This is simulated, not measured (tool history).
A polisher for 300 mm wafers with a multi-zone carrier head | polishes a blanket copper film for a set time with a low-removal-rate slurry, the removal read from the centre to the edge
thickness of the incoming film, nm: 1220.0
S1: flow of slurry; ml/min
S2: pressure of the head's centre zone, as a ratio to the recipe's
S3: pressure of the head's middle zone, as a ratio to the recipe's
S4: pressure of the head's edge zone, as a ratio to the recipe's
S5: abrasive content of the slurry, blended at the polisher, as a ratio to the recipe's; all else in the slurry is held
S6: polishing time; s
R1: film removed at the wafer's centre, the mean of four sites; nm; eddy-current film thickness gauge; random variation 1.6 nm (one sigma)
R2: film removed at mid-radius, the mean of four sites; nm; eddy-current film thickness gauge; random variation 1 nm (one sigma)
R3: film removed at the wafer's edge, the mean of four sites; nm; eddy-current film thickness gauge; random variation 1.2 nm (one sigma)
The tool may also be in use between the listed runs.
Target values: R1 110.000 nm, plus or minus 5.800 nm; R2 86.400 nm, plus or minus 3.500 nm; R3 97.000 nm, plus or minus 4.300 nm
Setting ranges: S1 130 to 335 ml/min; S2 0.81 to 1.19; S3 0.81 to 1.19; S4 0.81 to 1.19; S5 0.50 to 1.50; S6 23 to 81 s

run,day,S1,S2,S3,S4,S5,S6,R1,R2,R3
1,0.000,215,1.00,1.00,1.00,1.00,52,81.643,81.169,79.881
2,0.362,215,1.00,1.00,1.00,1.00,60,91.146,91.021,92.107
3,0.550,215,0.96,1.00,1.00,1.00,60,88.368,92.714,91.130
4,0.788,215,0.96,1.00,1.00,1.00,55,80.306,85.573,84.674
5,0.917,215,0.90,1.00,1.00,1.00,55,78.034,86.556,83.178
6,1.133,215,0.90,1.00,1.00,1.10,55,77.626,88.104,88.671
7,1.462,225,0.97,0.99,1.00,1.10,56,86.633,89.275,88.980
8,1.546,225,0.97,0.99,1.00,1.10,56,88.717,89.359,86.279
9,1.708,215,1.00,0.97,1.03,1.15,57,93.281,89.143,94.324
10,2.008,220,1.03,0.96,1.03,1.15,57,98.648,89.024,90.272
11,2.317,210,1.04,0.95,1.06,1.15,57,95.137,87.916,94.875
12,2.479,215,1.06,0.94,1.07,1.15,57,98.959,86.867,92.465

4 next moves are on the table. One of them brings every result within its allowed miss. Which?
A,2.642,195,1.04,0.90,1.10,1.20,66,?,?,?
B,2.642,180,1.14,0.90,1.08,1.20,59,?,?,?
C,2.642,150,1.19,0.81,1.13,1.15,60,?,?,?
D,2.642,235,1.08,0.96,1.17,1.20,62,?,?,?

move,R1,R2,R3
A,109.870,98.154,109.560
B,106.510,86.804,96.514
C,108.430,77.874,96.900
D,109.890,99.428,107.090
A: brings the result that was furthest off to its target, and leaves another outside
B: every result lands within tolerance
C: brings the result that was furthest off to its target, and leaves another outside
D: brings the result that was furthest off to its target, and leaves another outside
The right move is B.
